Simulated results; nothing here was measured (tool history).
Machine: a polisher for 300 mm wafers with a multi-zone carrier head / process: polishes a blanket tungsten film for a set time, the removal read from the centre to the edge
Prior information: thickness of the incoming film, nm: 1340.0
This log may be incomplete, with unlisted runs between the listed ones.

run	hour	flow of slurry (ml/min)	pressure of the head's centre zone	pressure of the head's middle zone	pressure of the head's edge zone	abrasive content of the slurry	polishing time (s)	film removed at the wafer's centre (angstrom)	film removed at mid-radius (angstrom)	film removed at the wafer's edge (angstrom)
1	0	275	1	1	1	1	76	3600.5	3558.3	3581.8
2	8.2	275	1	1	0.98	0.9	70	3272.8	3168.8	3124.7
3	15.6	275	0.98	0.99	0.96	0.85	66	2926.1	2947.7	2910.4
4	23.4	275	0.99	0.98	0.94	0.8	62	2706.2	2699.7	2669
5	29.9	275	0.99	0.98	1.01	0.8	62	2778.4	2643.3	2713.2
6	31.6	280	1	0.98	0.99	0.75	59	2590.2	2498.7	2551.8
7	37.2	275	1.01	0.98	0.97	0.7	56	2424.4	2285.9	2321.3
8	41.8	275	1.01	0.98	0.97	0.7	56	2399.6	2256.1	2302.6
9	44.1	265	1.02	0.99	0.95	0.65	55	2327.1	2229.8	2185.1
10	52.2	255	1.02	0.98	0.93	0.65	54	2302.8	2136.2	2135.6
11	53	250	1.02	0.98	0.92	0.65	53	2216.7	2137.1	2071.2
12	60.2	240	1.02	0.97	0.91	0.65	53	2206.1	2087.5	2059.1

Forecast run 13:
13	60.8	240	1.02	0.97	0.91	0.65	53	?	?	?

film removed at the wafer's centre (angstrom): 2203.5
film removed at mid-radius (angstrom): 2094
film removed at the wafer's edge (angstrom): 2049.3
